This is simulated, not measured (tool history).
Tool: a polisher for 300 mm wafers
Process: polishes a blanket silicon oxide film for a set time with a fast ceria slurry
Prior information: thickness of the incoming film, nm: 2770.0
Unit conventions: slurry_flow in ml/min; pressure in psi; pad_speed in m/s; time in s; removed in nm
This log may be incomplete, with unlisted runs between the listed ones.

run 1 hour=0.0 | slurry_flow=145 pressure=2.5 pad_speed=0.80 time=112 | removed=1449.1
run 2 hour=4.4 | slurry_flow=145 pressure=2.8 pad_speed=0.80 time=112 | removed=1629.7
run 3 hour=9.0 | slurry_flow=150 pressure=3.0 pad_speed=0.80 time=112 | removed=1761.5
run 4 hour=17.4 | slurry_flow=155 pressure=3.1 pad_speed=0.82 time=112 | removed=1853.9
run 5 hour=19.1 | slurry_flow=155 pressure=3.2 pad_speed=0.84 time=112 | removed=1960.4
run 6 hour=26.4 | slurry_flow=155 pressure=3.3 pad_speed=0.86 time=112 | removed=2083.8

Run 7 comes next. What will it give?
run 7 hour=30.6 | slurry_flow=155 pressure=3.4 pad_speed=0.88 time=112 | removed=?

{"run 7": {"removed": 2193.5}}
